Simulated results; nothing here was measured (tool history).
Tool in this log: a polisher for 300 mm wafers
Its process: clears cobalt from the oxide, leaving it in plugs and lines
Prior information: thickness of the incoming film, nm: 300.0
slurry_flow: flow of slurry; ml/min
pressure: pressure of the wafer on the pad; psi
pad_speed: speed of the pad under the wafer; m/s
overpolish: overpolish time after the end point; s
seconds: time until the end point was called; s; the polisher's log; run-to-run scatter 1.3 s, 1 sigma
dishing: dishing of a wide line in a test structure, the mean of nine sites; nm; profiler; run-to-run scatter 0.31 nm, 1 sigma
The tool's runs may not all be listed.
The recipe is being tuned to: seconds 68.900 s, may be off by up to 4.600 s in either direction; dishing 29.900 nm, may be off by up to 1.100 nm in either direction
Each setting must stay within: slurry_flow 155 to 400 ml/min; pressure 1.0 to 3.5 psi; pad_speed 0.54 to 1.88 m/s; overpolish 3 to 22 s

{"run": 1, "hour": 0.0, "slurry_flow": 255, "pressure": 2.2, "pad_speed": 1.2, "overpolish": 11, "seconds": 45.0, "dishing": 40.663}
{"run": 2, "hour": 2.5, "slurry_flow": 220, "pressure": 2.2, "pad_speed": 1.2, "overpolish": 11, "seconds": 44.856, "dishing": 40.359}
{"run": 3, "hour": 4.1, "slurry_flow": 220, "pressure": 2.0, "pad_speed": 1.18, "overpolish": 10, "seconds": 49.956, "dishing": 37.596}
{"run": 4, "hour": 7.1, "slurry_flow": 190, "pressure": 2.0, "pad_speed": 1.18, "overpolish": 10, "seconds": 53.971, "dishing": 36.674}
{"run": 5, "hour": 10.9, "slurry_flow": 195, "pressure": 1.9, "pad_speed": 1.18, "overpolish": 9, "seconds": 53.62, "dishing": 33.73}
{"run": 6, "hour": 17.1, "slurry_flow": 190, "pressure": 1.8, "pad_speed": 1.18, "overpolish": 9, "seconds": 58.242, "dishing": 33.048}
{"run": 7, "hour": 23.3, "slurry_flow": 190, "pressure": 1.5, "pad_speed": 1.16, "overpolish": 7, "seconds": 70.997, "dishing": 25.413}
{"run": 8, "hour": 27.4, "slurry_flow": 185, "pressure": 1.5, "pad_speed": 1.14, "overpolish": 8, "seconds": 72.299, "dishing": 27.547}

Pick the move, out of 4, that brings all results within their allowed miss; only one does.
{"run": "A", "hour": 31.5, "slurry_flow": 155, "pressure": 1.5, "pad_speed": 1.04, "overpolish": 10, "seconds": "?", "dishing": "?"}
{"run": "B", "hour": 31.5, "slurry_flow": 155, "pressure": 1.4, "pad_speed": 1.34, "overpolish": 7, "seconds": "?", "dishing": "?"}
{"run": "C", "hour": 31.5, "slurry_flow": 225, "pressure": 1.4, "pad_speed": 1.18, "overpolish": 8, "seconds": "?", "dishing": "?"}
{"run": "D", "hour": 31.5, "slurry_flow": 155, "pressure": 1.4, "pad_speed": 1.32, "overpolish": 9, "seconds": "?", "dishing": "?"}

move=A seconds=78.316 dishing=28.947
move=B seconds=65.427 dishing=25.812
move=C seconds=69.519 dishing=27.098
move=D seconds=66.391 dishing=29.977
A: the furthest-off result lands on target, but another misses its tolerance
B: the biggest miss grows against the last run
C: the biggest miss grows against the last run
D: all results land within tolerance of their targets
Move D is the one to make.
